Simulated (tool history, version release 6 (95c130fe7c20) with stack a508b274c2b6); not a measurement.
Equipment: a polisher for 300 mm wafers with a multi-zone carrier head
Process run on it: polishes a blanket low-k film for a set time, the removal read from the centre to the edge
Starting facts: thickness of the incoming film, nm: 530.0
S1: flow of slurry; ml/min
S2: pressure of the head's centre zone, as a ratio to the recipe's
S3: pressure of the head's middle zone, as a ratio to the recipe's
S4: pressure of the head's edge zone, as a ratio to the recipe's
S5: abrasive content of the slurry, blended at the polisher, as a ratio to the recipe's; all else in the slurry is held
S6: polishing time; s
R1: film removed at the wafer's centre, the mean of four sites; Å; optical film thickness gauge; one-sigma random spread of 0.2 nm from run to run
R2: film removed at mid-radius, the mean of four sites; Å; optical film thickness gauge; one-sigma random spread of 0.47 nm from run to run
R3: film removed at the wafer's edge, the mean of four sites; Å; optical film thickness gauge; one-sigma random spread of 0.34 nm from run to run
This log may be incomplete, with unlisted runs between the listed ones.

run	hour	S1	S2	S3	S4	S5	S6	R1	R2	R3
1	0.0	305	1.00	1.00	1.00	1.00	67	345.57	349.05	334.64
2	7.0	305	0.96	1.02	0.98	0.90	67	316.58	337.16	330.73
3	13.7	305	0.96	1.02	0.98	0.80	67	298.33	317.59	304.38
4	18.6	305	0.96	1.02	0.98	0.95	67	325.48	345.42	327.46
5	26.3	305	0.94	1.05	0.95	0.85	66	296.61	334.59	302.58
6	30.3	305	0.92	1.06	0.93	0.80	66	286.60	326.25	297.11

Run 7 is up next; what results do you expect?
7	34.8	305	0.82	1.16	0.84	0.55	64	?	?	?

R1: 213.51 Å
R2: 296.33 Å
R3: 237.54 Å
